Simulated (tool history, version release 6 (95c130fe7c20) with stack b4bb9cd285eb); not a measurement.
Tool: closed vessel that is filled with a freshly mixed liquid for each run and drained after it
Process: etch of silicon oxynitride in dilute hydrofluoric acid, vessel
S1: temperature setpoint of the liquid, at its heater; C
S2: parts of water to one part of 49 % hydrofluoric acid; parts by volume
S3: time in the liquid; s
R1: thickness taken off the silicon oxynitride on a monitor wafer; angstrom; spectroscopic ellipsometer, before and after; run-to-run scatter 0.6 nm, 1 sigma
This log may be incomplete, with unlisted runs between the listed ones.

run,hour,S1,S2,S3,R1
1,0,23,250,2505,451.67
2,5.4,23,250,2505,452.96
3,13,24.5,240,2505,508.53
4,15.6,24.5,240,2670,531.47
5,18.9,24.5,320,2670,382.43
6,24.1,24.5,320,2670,378.75

Predict the results of run 7:
7,33.3,25.5,295,2670,?

R1: 437.56 angstrom
